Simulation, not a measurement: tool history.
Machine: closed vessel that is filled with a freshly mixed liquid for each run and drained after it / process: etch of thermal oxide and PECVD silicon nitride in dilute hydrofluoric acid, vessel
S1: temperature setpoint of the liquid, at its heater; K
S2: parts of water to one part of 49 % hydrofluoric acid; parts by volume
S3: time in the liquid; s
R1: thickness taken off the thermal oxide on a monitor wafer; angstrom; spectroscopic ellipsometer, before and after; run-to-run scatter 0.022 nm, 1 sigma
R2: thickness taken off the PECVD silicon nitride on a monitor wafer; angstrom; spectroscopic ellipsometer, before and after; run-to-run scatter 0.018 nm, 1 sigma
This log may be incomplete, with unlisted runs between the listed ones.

Run 1, hour 0.0: S1 296.15 K, S2 185 parts by volume, S3 210 s. Result: R1 44.483 angstrom, R2 33.765 angstrom.
Run 2, hour 8.2: S1 296.15 K, S2 185 parts by volume, S3 270 s. Result: R1 57.325 angstrom, R2 42.897 angstrom.
Run 3, hour 10.8: S1 296.15 K, S2 130 parts by volume, S3 270 s. Result: R1 86.772 angstrom, R2 62.089 angstrom.
Run 4, hour 17.9: S1 296.15 K, S2 130 parts by volume, S3 340 s. Result: R1 109.910 angstrom, R2 76.660 angstrom.
Run 5, hour 26.5: S1 295.15 K, S2 150 parts by volume, S3 335 s. Result: R1 87.627 angstrom, R2 63.566 angstrom.
Run 6, hour 31.9: S1 294.15 K, S2 160 parts by volume, S3 320 s. Result: R1 75.432 angstrom, R2 52.239 angstrom.
Run 7, hour 38.8: S1 294.15 K, S2 160 parts by volume, S3 320 s. Result: R1 74.238 angstrom, R2 52.068 angstrom.
Run 8, hour 43.0: S1 293.65 K, S2 170 parts by volume, S3 315 s. Result: R1 67.052 angstrom, R2 46.863 angstrom.

For run 9, what comes out?
Run 9, hour 48.4: S1 293.15 K, S2 180 parts by volume, S3 310 s. Result: R1 ?, R2 ?.

R1: 61.148 angstrom
R2: 42.426 angstrom
